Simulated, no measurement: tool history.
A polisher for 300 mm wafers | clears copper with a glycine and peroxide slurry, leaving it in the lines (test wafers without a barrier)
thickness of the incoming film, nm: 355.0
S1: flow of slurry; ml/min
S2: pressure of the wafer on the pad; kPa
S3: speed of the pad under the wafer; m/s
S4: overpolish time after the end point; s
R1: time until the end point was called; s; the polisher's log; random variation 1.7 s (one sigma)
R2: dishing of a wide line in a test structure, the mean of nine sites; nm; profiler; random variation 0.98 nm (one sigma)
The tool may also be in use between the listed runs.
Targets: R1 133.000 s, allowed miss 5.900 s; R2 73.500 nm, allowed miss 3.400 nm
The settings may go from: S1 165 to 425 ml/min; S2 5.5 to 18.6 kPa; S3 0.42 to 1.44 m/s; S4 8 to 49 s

Run 1, hour 0.0: S1 275 ml/min, S2 11.7 kPa, S3 0.92 m/s, S4 25 s. Result: R1 86.300 s, R2 65.000 nm.
Run 2, hour 6.0: S1 275 ml/min, S2 10.3 kPa, S3 0.90 m/s, S4 28 s. Result: R1 96.283 s, R2 67.831 nm.
Run 3, hour 13.1: S1 275 ml/min, S2 10.3 kPa, S3 1.02 m/s, S4 28 s. Result: R1 88.546 s, R2 71.752 nm.
Run 4, hour 16.2: S1 275 ml/min, S2 10.3 kPa, S3 1.16 m/s, S4 28 s. Result: R1 79.606 s, R2 74.146 nm.
Run 5, hour 19.1: S1 275 ml/min, S2 9.7 kPa, S3 1.10 m/s, S4 30 s. Result: R1 86.770 s, R2 74.440 nm.
Run 6, hour 25.6: S1 275 ml/min, S2 9.0 kPa, S3 1.06 m/s, S4 32 s. Result: R1 93.774 s, R2 72.073 nm.
Run 7, hour 30.1: S1 275 ml/min, S2 8.3 kPa, S3 1.02 m/s, S4 34 s. Result: R1 101.330 s, R2 73.650 nm.
Run 8, hour 33.3: S1 275 ml/min, S2 7.6 kPa, S3 1.00 m/s, S4 35 s. Result: R1 107.410 s, R2 69.302 nm.
Run 9, hour 35.6: S1 275 ml/min, S2 6.9 kPa, S3 0.98 m/s, S4 37 s. Result: R1 111.760 s, R2 70.312 nm.
Run 10, hour 42.9: S1 275 ml/min, S2 6.9 kPa, S3 0.96 m/s, S4 38 s. Result: R1 116.210 s, R2 70.539 nm.
Run 11, hour 47.3: S1 275 ml/min, S2 6.9 kPa, S3 0.94 m/s, S4 39 s. Result: R1 116.070 s, R2 71.915 nm.
Run 12, hour 52.2: S1 275 ml/min, S2 6.9 kPa, S3 0.92 m/s, S4 40 s. Result: R1 120.890 s, R2 72.839 nm.
Run 13, hour 53.7: S1 275 ml/min, S2 6.9 kPa, S3 0.92 m/s, S4 41 s. Result: R1 116.420 s, R2 70.964 nm.
Run 14, hour 58.0: S1 270 ml/min, S2 5.5 kPa, S3 0.82 m/s, S4 48 s. Result: R1 142.170 s, R2 72.167 nm.

Which of these 5 next moves meets every target?
Run A, hour 62.3: S1 290 ml/min, S2 5.5 kPa, S3 0.92 m/s, S4 48 s. Result: R1 ?, R2 ?.
Run B, hour 62.3: S1 195 ml/min, S2 6.2 kPa, S3 0.72 m/s, S4 47 s. Result: R1 ?, R2 ?.
Run C, hour 62.3: S1 290 ml/min, S2 6.2 kPa, S3 0.96 m/s, S4 35 s. Result: R1 ?, R2 ?.
Run D, hour 62.3: S1 240 ml/min, S2 5.5 kPa, S3 0.70 m/s, S4 49 s. Result: R1 ?, R2 ?.
Run E, hour 62.3: S1 280 ml/min, S2 6.9 kPa, S3 0.98 m/s, S4 34 s. Result: R1 ?, R2 ?.

move       R1      R2
   A  131.900  74.352
   B  150.980  68.750
   C  121.460  63.442
   D  156.490  68.846
   E  113.940  65.382
A: meets every target
B: further off than the last run
C: takes the result that was furthest off past its target
D: further off than the last run
E: takes the result that was furthest off past its target
Move A is the one to make.
